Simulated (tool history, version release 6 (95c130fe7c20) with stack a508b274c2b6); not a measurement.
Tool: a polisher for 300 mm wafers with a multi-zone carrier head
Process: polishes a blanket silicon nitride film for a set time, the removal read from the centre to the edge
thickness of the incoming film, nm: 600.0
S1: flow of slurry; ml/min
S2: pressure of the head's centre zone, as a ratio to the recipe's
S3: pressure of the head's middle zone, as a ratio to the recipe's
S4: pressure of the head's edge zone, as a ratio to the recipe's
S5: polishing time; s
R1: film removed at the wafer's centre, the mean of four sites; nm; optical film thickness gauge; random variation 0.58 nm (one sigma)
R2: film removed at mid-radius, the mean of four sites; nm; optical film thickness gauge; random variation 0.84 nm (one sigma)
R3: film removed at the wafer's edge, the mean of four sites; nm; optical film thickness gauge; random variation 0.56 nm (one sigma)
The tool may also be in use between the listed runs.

run 1 hour=0.0 | S1=180 S2=1.00 S3=1.00 S4=1.00 S5=64 | R1=117.050 R2=116.750 R3=118.470
run 2 hour=6.1 | S1=170 S2=0.97 S3=0.99 S4=0.96 S5=60 | R1=105.240 R2=109.310 R3=107.860
run 3 hour=12.5 | S1=160 S2=0.94 S3=0.97 S4=0.93 S5=57 | R1=97.367 R2=102.060 R3=99.886
run 4 hour=21.0 | S1=160 S2=0.94 S3=1.00 S4=0.93 S5=57 | R1=94.392 R2=102.770 R3=99.578
run 5 hour=26.8 | S1=150 S2=0.92 S3=0.98 S4=0.91 S5=56 | R1=92.721 R2=98.400 R3=96.155
run 6 hour=31.3 | S1=150 S2=1.00 S3=0.98 S4=0.91 S5=56 | R1=97.557 R2=99.394 R3=97.146

Forecast run 7:
run 7 hour=32.8 | S1=140 S2=0.96 S3=0.97 S4=0.89 S5=55 | R1=? R2=? R3=?

{"run 7": {"R1": 91.982, "R2": 94.478, "R3": 93.68}}

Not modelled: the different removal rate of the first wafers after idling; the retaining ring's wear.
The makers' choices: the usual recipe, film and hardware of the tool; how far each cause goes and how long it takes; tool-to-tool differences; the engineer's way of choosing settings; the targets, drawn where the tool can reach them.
